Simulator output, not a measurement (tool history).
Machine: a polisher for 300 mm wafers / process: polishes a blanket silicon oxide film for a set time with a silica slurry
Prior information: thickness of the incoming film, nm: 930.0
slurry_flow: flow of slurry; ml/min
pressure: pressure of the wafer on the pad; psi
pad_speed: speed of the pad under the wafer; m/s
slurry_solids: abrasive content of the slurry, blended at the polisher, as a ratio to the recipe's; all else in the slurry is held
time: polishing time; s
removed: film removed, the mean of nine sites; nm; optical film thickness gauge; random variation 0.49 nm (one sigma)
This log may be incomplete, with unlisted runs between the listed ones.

Run 1, hour 0.0: slurry_flow 120 ml/min, pressure 3.8 psi, pad_speed 1.04 m/s, slurry_solids 1.0, time 34 s. Result: removed 85.545 nm.
Run 2, hour 2.4: slurry_flow 120 ml/min, pressure 4.2 psi, pad_speed 1.04 m/s, slurry_solids 1.0, time 34 s. Result: removed 95.926 nm.
Run 3, hour 10.6: slurry_flow 115 ml/min, pressure 3.7 psi, pad_speed 1.04 m/s, slurry_solids 1.0, time 34 s. Result: removed 83.078 nm.
Run 4, hour 12.6: slurry_flow 100 ml/min, pressure 3.7 psi, pad_speed 1.04 m/s, slurry_solids 1.0, time 34 s. Result: removed 81.874 nm.
Run 5, hour 13.4: slurry_flow 100 ml/min, pressure 3.3 psi, pad_speed 1.04 m/s, slurry_solids 1.0, time 34 s. Result: removed 72.325 nm.
Run 6, hour 18.7: slurry_flow 100 ml/min, pressure 3.3 psi, pad_speed 1.04 m/s, slurry_solids 0.9, time 34 s. Result: removed 69.554 nm.
Run 7, hour 25.1: slurry_flow 100 ml/min, pressure 3.0 psi, pad_speed 1.04 m/s, slurry_solids 0.9, time 34 s. Result: removed 63.459 nm.

Run 8 comes next. What will it give?
Run 8, hour 32.3: slurry_flow 100 ml/min, pressure 2.8 psi, pad_speed 1.04 m/s, slurry_solids 0.9, time 34 s. Result: removed ?.

removed: 59.476 nm

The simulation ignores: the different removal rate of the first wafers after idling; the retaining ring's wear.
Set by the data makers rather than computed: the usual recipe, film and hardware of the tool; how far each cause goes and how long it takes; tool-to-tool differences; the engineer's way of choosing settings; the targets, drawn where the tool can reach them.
